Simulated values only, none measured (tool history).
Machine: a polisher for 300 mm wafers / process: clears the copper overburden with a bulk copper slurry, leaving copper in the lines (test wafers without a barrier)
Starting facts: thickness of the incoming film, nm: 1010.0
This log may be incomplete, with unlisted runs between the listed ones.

run,hour,flow of slurry (ml/min),pressure of the wafer on the pad (kPa),speed of the pad under the wafer (cm/s),abrasive content of the slurry,overpolish time after the end point (s),time until the end point was called (s),dishing of a wide line in a test structure (nm)
1,0,245,17.9,94,1,21,157.78,78.462
2,0.8,300,17.9,94,1,21,151.55,80.834
3,1.5,300,19.3,94,1,22,145.71,86.149
4,2.4,300,19.3,94,1,19,146.36,76.746
5,5.3,300,16.5,94,1,19,169.34,70.31
6,13.5,280,16.5,94,1,19,167.05,66.67
7,18.8,280,18.6,94,1,20,149.54,77.017
8,20.7,280,20,94,1,21,139.75,81.86
9,22.8,280,20.7,94,1,22,133.54,89.188
10,30.3,280,21.4,94,1,23,131.49,96.198

For run 11, what comes out?
11,35.7,280,26.2,96,1,24,?,?

Run 11 measured time until the end point was called (s) 104.18, dishing of a wide line in a test structure (nm) 112.33.
